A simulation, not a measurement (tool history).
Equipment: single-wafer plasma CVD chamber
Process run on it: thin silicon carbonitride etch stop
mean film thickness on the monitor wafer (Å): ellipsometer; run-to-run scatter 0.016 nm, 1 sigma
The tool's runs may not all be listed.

run,hour,RF power (W),deposition time (s),mean film thickness on the monitor wafer (Å)
1,0,205,14.8,79.377
2,8.5,205,13.6,72.478
3,14.8,190,13.6,71.219
4,17.1,190,12.6,65.573
5,22.1,190,11.5,60.009
6,30.7,190,10.1,52.439
7,33.9,200,10.2,54.271

For run 8, what comes out?
8,35.3,205,10.2,?

mean film thickness on the monitor wafer (Å): 54.739
